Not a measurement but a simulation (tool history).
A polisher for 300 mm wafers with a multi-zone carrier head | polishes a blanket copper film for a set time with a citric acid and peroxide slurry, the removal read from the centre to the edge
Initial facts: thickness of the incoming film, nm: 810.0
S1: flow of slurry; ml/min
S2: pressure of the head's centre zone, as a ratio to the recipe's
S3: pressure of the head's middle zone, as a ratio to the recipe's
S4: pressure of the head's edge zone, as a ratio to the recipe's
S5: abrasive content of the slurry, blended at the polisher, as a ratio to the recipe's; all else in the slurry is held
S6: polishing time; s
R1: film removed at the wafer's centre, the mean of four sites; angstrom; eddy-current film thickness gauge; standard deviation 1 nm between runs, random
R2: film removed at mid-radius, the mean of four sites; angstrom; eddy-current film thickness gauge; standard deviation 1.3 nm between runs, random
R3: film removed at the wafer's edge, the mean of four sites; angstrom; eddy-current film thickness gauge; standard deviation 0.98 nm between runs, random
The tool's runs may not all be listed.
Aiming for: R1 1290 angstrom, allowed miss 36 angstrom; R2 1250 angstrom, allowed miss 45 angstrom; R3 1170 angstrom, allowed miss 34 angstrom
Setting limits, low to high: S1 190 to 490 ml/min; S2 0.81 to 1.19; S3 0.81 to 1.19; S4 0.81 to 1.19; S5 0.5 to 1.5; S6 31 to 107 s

Run 1, hour 0: S1 315 ml/min, S2 1, S3 1, S4 1, S5 1, S6 69 s. Result: R1 2527.2 angstrom, R2 2456.5 angstrom, R3 2506.4 angstrom.
Run 2, hour 6: S1 315 ml/min, S2 1, S3 1.05, S4 1, S5 1, S6 69 s. Result: R1 2519.1 angstrom, R2 2549.7 angstrom, R3 2444.6 angstrom.
Run 3, hour 11.9: S1 295 ml/min, S2 1, S3 1.04, S4 0.95, S5 0.85, S6 56 s. Result: R1 1942 angstrom, R2 1930.2 angstrom, R3 1822.8 angstrom.
Run 4, hour 17.3: S1 295 ml/min, S2 1, S3 0.96, S4 0.95, S5 0.85, S6 56 s. Result: R1 1931.9 angstrom, R2 1800.9 angstrom, R3 1840.1 angstrom.
Run 5, hour 20.8: S1 295 ml/min, S2 1, S3 0.96, S4 0.99, S5 0.85, S6 56 s. Result: R1 1932 angstrom, R2 1819 angstrom, R3 1894.3 angstrom.
Run 6, hour 26.8: S1 285 ml/min, S2 0.99, S3 0.96, S4 0.94, S5 0.75, S6 51 s. Result: R1 1659.6 angstrom, R2 1591 angstrom, R3 1593.5 angstrom.
Run 7, hour 34.8: S1 275 ml/min, S2 0.97, S3 0.93, S4 0.84, S5 0.5, S6 43 s. Result: R1 1150.8 angstrom, R2 1121.6 angstrom, R3 1054.8 angstrom.
Run 8, hour 36.8: S1 300 ml/min, S2 0.98, S3 0.95, S4 0.86, S5 0.5, S6 43 s. Result: R1 1175.4 angstrom, R2 1124.4 angstrom, R3 1096.4 angstrom.
Run 9, hour 43: S1 290 ml/min, S2 1, S3 0.98, S4 0.88, S5 0.5, S6 43 s. Result: R1 1175.5 angstrom, R2 1137.3 angstrom, R3 1100.2 angstrom.

5 next moves are on the table. One of them brings every result within its allowed miss. Which?
Run A, hour 49.2: S1 220 ml/min, S2 0.96, S3 1, S4 0.87, S5 0.5, S6 47 s. Result: R1 ?, R2 ?, R3 ?.
Run B, hour 49.2: S1 230 ml/min, S2 0.85, S3 1.11, S4 0.86, S5 0.9, S6 37 s. Result: R1 ?, R2 ?, R3 ?.
Run C, hour 49.2: S1 280 ml/min, S2 0.98, S3 0.96, S4 0.9, S5 0.6, S6 44 s. Result: R1 ?, R2 ?, R3 ?.
Run D, hour 49.2: S1 320 ml/min, S2 1.03, S3 1.02, S4 0.89, S5 0.55, S6 43 s. Result: R1 ?, R2 ?, R3 ?.
Run E, hour 49.2: S1 295 ml/min, S2 0.91, S3 1.01, S4 0.98, S5 0.5, S6 45 s. Result: R1 ?, R2 ?, R3 ?.

move      R1      R2      R3
   A  1239.2  1243.8    1196
   B  1093.7  1343.4  1183.2
   C  1315.8  1251.9  1255.4
   D  1316.5  1244.8  1183.2
   E  1153.8  1228.3  1231.7
A: nearer the targets than the last run, but a result is still out of spec
B: further off than the last run
C: the worst result of the last run now meets its target, but another is out of spec
D: all results land within tolerance of their targets
E: further off than the last run
Move D is the one to make.
